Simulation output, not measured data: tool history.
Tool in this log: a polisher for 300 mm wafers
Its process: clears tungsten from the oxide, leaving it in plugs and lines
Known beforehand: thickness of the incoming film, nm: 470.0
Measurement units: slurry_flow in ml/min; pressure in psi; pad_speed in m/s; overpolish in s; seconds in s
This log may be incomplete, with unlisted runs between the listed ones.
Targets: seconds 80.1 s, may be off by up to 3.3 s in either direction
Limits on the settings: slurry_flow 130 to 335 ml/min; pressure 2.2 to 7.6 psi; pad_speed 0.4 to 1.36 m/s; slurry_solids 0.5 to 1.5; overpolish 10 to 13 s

{"run": 1, "hour": 0.0, "slurry_flow": 215, "pressure": 4.9, "pad_speed": 0.88, "slurry_solids": 1, "overpolish": 13, "seconds": 97.885}
{"run": 2, "hour": 1.4, "slurry_flow": 215, "pressure": 4.9, "pad_speed": 0.68, "slurry_solids": 1, "overpolish": 13, "seconds": 123.44}
{"run": 3, "hour": 7.5, "slurry_flow": 215, "pressure": 5.5, "pad_speed": 0.68, "slurry_solids": 1, "overpolish": 13, "seconds": 113.72}
{"run": 4, "hour": 15.6, "slurry_flow": 215, "pressure": 6.1, "pad_speed": 0.68, "slurry_solids": 1, "overpolish": 13, "seconds": 103.83}
{"run": 5, "hour": 17.0, "slurry_flow": 265, "pressure": 6.1, "pad_speed": 0.68, "slurry_solids": 1, "overpolish": 13, "seconds": 100.69}
{"run": 6, "hour": 22.4, "slurry_flow": 265, "pressure": 6.1, "pad_speed": 0.68, "slurry_solids": 1, "overpolish": 13, "seconds": 100.49}
{"run": 7, "hour": 24.9, "slurry_flow": 265, "pressure": 6.5, "pad_speed": 0.68, "slurry_solids": 1, "overpolish": 13, "seconds": 93.61}
{"run": 8, "hour": 33.3, "slurry_flow": 265, "pressure": 6.7, "pad_speed": 0.68, "slurry_solids": 1, "overpolish": 13, "seconds": 92.65}
{"run": 9, "hour": 35.5, "slurry_flow": 265, "pressure": 6.9, "pad_speed": 0.68, "slurry_solids": 1, "overpolish": 13, "seconds": 89.355}
{"run": 10, "hour": 42.6, "slurry_flow": 265, "pressure": 7.1, "pad_speed": 0.68, "slurry_solids": 1, "overpolish": 13, "seconds": 86.38}
{"run": 11, "hour": 43.3, "slurry_flow": 265, "pressure": 7.1, "pad_speed": 0.68, "slurry_solids": 1, "overpolish": 13, "seconds": 85.557}
{"run": 12, "hour": 48.4, "slurry_flow": 265, "pressure": 7.2, "pad_speed": 0.68, "slurry_solids": 1, "overpolish": 13, "seconds": 86.676}

Which single option among these 4 for the next run brings every result within its allowed miss of target? Just one does.
{"run": "A", "hour": 53.5, "slurry_flow": 220, "pressure": 7.1, "pad_speed": 0.68, "slurry_solids": 1, "overpolish": 10, "seconds": "?"}
{"run": "B", "hour": 53.5, "slurry_flow": 240, "pressure": 5.8, "pad_speed": 1, "slurry_solids": 1.05, "overpolish": 13, "seconds": "?"}
{"run": "C", "hour": 53.5, "slurry_flow": 245, "pressure": 7, "pad_speed": 0.74, "slurry_solids": 1.1, "overpolish": 10, "seconds": "?"}
{"run": "D", "hour": 53.5, "slurry_flow": 245, "pressure": 7.1, "pad_speed": 0.66, "slurry_solids": 1, "overpolish": 13, "seconds": "?"}

move=A seconds=87.653
move=B seconds=70.974
move=C seconds=78.98
move=D seconds=89.109
A: lands further from the targets than the last run did
B: moves the result that the last run missed by most past its target, out the other side
C: all results land within tolerance of their targets
D: lands further from the targets than the last run did
C meets every target.

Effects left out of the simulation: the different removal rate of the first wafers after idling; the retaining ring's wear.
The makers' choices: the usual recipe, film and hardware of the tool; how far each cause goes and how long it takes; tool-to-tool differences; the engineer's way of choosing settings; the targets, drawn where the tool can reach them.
